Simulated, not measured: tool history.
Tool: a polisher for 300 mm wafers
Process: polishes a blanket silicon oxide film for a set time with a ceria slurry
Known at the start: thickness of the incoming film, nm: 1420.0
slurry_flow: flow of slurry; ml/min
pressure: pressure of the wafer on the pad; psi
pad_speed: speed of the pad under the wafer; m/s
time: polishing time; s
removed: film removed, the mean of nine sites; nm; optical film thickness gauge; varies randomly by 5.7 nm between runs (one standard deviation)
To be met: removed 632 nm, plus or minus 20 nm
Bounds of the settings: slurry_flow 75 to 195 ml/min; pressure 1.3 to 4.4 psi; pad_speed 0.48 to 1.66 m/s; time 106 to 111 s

run,hour,slurry_flow,pressure,pad_speed,time,removed
1,0,125,2.8,1.06,106,391.25
2,7.2,125,2.8,0.92,106,342.89
3,9.8,135,3.3,0.92,106,401.44
4,18.2,135,3.5,0.92,106,422.11
5,22.9,140,3.8,0.96,106,482.16
# hour 28.4: head pressure recalibrated
6,28.4,145,4,0.98,106,578.36
7,36.8,155,4,0.98,106,582.88
8,38.2,160,4,0.98,106,582.57
9,44.4,165,4,0.98,106,579.03
10,51.7,170,4.1,0.98,106,596.43

Of the 5 settings listed for the next run, only one would bring every result within its allowed miss of target. Which one?
A,59,180,4,1.1,109,?
B,59,190,4.2,1,106,?
C,59,185,4.4,0.98,111,?
D,59,195,4.4,0.96,111,?
E,59,165,4.1,1.06,111,?

move,removed
A,681.89
B,636.97
C,680.1
D,671.5
E,676.28
A: carries the result that was furthest off beyond its target, to the other side
B: all results land within tolerance of their targets
C: carries the result that was furthest off beyond its target, to the other side
D: carries the result that was furthest off beyond its target, to the other side
E: carries the result that was furthest off beyond its target, to the other side
The right move is B.
